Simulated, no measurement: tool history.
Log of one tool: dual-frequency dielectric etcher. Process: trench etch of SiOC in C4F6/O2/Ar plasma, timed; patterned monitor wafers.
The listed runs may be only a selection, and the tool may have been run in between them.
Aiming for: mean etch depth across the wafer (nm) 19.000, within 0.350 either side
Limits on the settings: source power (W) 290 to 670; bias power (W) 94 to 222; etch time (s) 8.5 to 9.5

run,hour,source power (W),bias power (W),etch time (s),mean etch depth across the wafer (nm)
1,0.0,480,158,9.5,20.764
2,5.8,480,144,9.5,20.162
3,14.6,480,144,8.5,18.207
4,18.7,480,134,8.5,17.810
5,23.7,490,134,8.5,17.988
6,27.6,490,119,8.5,17.607
7,35.6,500,120,8.5,17.575
8,42.6,510,121,8.5,17.760
9,44.5,510,121,8.5,17.752
10,51.8,510,121,8.5,17.750

Exactly one of the 5 candidate moves below puts every result within its allowed miss. Which one?
A,59.1,540,111,9.5,?
B,59.1,540,143,8.5,?
C,59.1,490,123,9.5,?
D,59.1,520,133,8.5,?
E,59.1,430,129,9.0,?

move,mean etch depth across the wafer (nm)
A,19.922
B,18.877
C,19.741
D,18.331
E,18.139
A: takes the result that was furthest off past its target
B: in spec on every target
C: takes the result that was furthest off past its target
D: gains on the last run, yet a result remains outside its allowed miss
E: gains on the last run, yet a result remains outside its allowed miss
Answer: B

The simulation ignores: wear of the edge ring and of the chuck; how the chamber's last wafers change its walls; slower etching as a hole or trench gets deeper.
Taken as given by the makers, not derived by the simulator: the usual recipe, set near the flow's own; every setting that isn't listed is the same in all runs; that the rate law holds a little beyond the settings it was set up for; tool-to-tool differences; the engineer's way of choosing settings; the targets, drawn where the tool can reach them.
